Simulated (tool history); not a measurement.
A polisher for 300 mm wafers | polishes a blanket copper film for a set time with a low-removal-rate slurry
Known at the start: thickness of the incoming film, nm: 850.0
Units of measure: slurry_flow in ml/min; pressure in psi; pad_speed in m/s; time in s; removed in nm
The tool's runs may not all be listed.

run    day  slurry_flow  pressure  pad_speed  slurry_solids  time  removed
  1      0          190       2.9       0.86              1   119   341.64
  2  0.154          190       2.6       0.86              1   119   300.97
  3  0.446          190       2.1       0.86              1   119   246.86
  4  0.762          190       2.6       0.86              1   119   305.67
  5  0.854          190       2.4       0.86              1   119   283.58
  6  1.183          190       2.4       0.86           1.15   119    294.4
  7  1.504          190       2.2       0.86           1.15   119   268.59
  8  1.817          190       2.1       0.86           1.15   119    253.6
  9  1.879          190         2       0.86           1.15   119    247.9
 10    2.2          190       1.9       0.86           1.15   119   233.14

Run 11, settings as shown, results not yet in. Your forecast:
 11  2.529          190       1.8       0.86           1.15   119        ?

{"run 11": {"removed": 223.77}}
